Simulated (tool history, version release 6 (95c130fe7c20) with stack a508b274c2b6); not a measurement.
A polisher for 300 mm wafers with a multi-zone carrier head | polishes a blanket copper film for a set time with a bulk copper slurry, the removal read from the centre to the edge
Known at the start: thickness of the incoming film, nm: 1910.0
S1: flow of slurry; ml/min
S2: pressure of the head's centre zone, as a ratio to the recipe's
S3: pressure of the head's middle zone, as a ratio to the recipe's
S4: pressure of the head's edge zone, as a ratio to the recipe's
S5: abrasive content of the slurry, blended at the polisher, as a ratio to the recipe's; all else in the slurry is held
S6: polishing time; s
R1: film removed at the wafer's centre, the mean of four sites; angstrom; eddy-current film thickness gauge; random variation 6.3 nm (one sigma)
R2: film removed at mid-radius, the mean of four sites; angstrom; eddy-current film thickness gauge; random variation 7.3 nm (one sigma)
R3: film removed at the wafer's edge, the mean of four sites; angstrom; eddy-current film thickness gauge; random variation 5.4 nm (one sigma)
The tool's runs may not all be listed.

{"run": 1, "hour": 0.0, "S1": 135, "S2": 1.0, "S3": 1.0, "S4": 1.0, "S5": 1.0, "S6": 41, "R1": 6913.7, "R2": 6722.9, "R3": 6701.8}
{"run": 2, "hour": 3.2, "S1": 135, "S2": 0.97, "S3": 0.98, "S4": 1.05, "S5": 1.05, "S6": 41, "R1": 6741.6, "R2": 6568.1, "R3": 6964.2}
{"run": 3, "hour": 7.8, "S1": 135, "S2": 0.97, "S3": 1.05, "S4": 1.05, "S5": 1.05, "S6": 41, "R1": 6791.3, "R2": 7207.6, "R3": 6908.4}
{"run": 4, "hour": 10.9, "S1": 135, "S2": 0.97, "S3": 1.11, "S4": 1.05, "S5": 1.05, "S6": 41, "R1": 6767.5, "R2": 7539.9, "R3": 6952.3}
{"run": 5, "hour": 15.2, "S1": 105, "S2": 0.97, "S3": 1.11, "S4": 1.05, "S5": 1.05, "S6": 41, "R1": 6332.3, "R2": 7199.4, "R3": 6643.0}
{"run": 6, "hour": 23.2, "S1": 115, "S2": 0.97, "S3": 1.11, "S4": 1.05, "S5": 1.05, "S6": 41, "R1": 6550.2, "R2": 7327.6, "R3": 6741.9}
{"run": 7, "hour": 32.2, "S1": 115, "S2": 0.95, "S3": 1.07, "S4": 1.09, "S5": 1.1, "S6": 41, "R1": 6361.8, "R2": 7031.2, "R3": 7061.2}
{"run": 8, "hour": 35.9, "S1": 115, "S2": 0.94, "S3": 1.05, "S4": 1.11, "S5": 1.1, "S6": 41, "R1": 6427.0, "R2": 7099.4, "R3": 7057.5}
{"run": 9, "hour": 41.9, "S1": 115, "S2": 0.92, "S3": 1.02, "S4": 1.13, "S5": 1.15, "S6": 41, "R1": 6326.6, "R2": 7010.8, "R3": 7291.9}
{"run": 10, "hour": 43.3, "S1": 115, "S2": 0.92, "S3": 1.0, "S4": 1.15, "S5": 1.15, "S6": 41, "R1": 6369.6, "R2": 6860.6, "R3": 7397.1}
{"run": 11, "hour": 51.2, "S1": 115, "S2": 0.91, "S3": 0.99, "S4": 1.16, "S5": 1.15, "S6": 41, "R1": 6171.7, "R2": 6832.4, "R3": 7387.6}

Forecast run 12:
{"run": 12, "hour": 54.3, "S1": 115, "S2": 0.91, "S3": 0.98, "S4": 1.17, "S5": 1.15, "S6": 41, "R1": "?", "R2": "?", "R3": "?"}

{"run 12": {"R1": 6384.4, "R2": 6768.3, "R3": 7428.3}}
